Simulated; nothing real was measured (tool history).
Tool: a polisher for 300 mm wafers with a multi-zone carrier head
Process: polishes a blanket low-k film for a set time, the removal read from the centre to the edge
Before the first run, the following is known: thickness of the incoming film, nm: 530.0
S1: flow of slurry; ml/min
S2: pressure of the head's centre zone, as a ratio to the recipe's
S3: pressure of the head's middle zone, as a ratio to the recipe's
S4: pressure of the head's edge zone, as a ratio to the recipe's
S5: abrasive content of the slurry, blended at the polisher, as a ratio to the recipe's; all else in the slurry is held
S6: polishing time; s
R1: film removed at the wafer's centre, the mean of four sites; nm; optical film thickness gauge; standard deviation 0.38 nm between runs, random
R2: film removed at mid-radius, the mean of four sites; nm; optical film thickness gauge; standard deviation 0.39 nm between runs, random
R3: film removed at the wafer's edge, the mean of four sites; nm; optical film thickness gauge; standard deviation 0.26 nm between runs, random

run,hour,S1,S2,S3,S4,S5,S6,R1,R2,R3
1,0,315,1,1,1,1,49,22.9,23.455,23.417
2,0.6,315,1.01,1.02,1.02,1.05,49,23.113,24.505,24.463
3,6.2,320,1.04,1.04,1.03,1.1,49,24.526,25.9,24.909
4,14.4,320,1.09,1.04,1.03,1.1,49,26.315,25.662,24.997
5,20.7,320,1.09,1.05,1.05,1.15,49,26.123,26.528,25.966
6,21.4,325,1.1,1.06,1.06,1.15,49,27.189,27.046,26.277

Run 7 has not been measured yet. What should we expect?
7,23.8,330,1.1,1.07,1.07,1.15,49,?,?,?

{"run 7": {"R1": 26.452, "R2": 26.713, "R3": 25.928}}
